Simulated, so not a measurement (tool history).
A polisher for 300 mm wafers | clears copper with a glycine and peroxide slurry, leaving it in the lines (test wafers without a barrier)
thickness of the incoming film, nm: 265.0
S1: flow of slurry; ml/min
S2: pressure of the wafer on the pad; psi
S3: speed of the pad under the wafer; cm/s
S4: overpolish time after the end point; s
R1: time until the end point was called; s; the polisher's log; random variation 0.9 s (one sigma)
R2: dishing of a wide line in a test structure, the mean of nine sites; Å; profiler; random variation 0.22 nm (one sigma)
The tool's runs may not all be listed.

| run | hour | S1 | S2 | S3 | S4 | R1 | R2 |
|---|---|---|---|---|---|---|---|
| 1 | 0 | 190 | 1.7 | 78 | 10 | 63.663 | 176.5 |
| 2 | 7.8 | 190 | 2.1 | 78 | 10 | 55.654 | 191.69 |
| 3 | 11.8 | 190 | 2.3 | 78 | 10 | 51.461 | 195.19 |
| 4 | 18.4 | 190 | 2.3 | 96 | 10 | 44.268 | 204.84 |
| 5 | 22.9 | 190 | 2.7 | 96 | 10 | 39.295 | 213.1 |
| 6 | 31.8 | 190 | 2.7 | 96 | 8 | 39.082 | 194.86 |
| 7 | 40.6 | 185 | 2.2 | 92 | 10 | 48.1 | 198.03 |
| 8 | 45.3 | 185 | 2.2 | 92 | 10 | 47.626 | 199.81 |
| 9 | 46.7 | 185 | 1.8 | 88 | 11 | 56.89 | 193.85 |
| 10 | 55.5 | 185 | 1.8 | 88 | 11 | 57.67 | 200.46 |
| 11 | 63.1 | 180 | 1.6 | 86 | 12 | 62.722 | 195.54 |
| 12 | 66.5 | 175 | 1.5 | 84 | 13 | 66.868 | 202.26 |
| 13 | 70.5 | 170 | 1.4 | 84 | 14 | 70.814 | 205.82 |

Forecast run 14:
| 14 | 73.5 | 165 | 1.4 | 84 | 14 | ? | ? |

{"run 14": {"R1": 71.249, "R2": 201.77}}
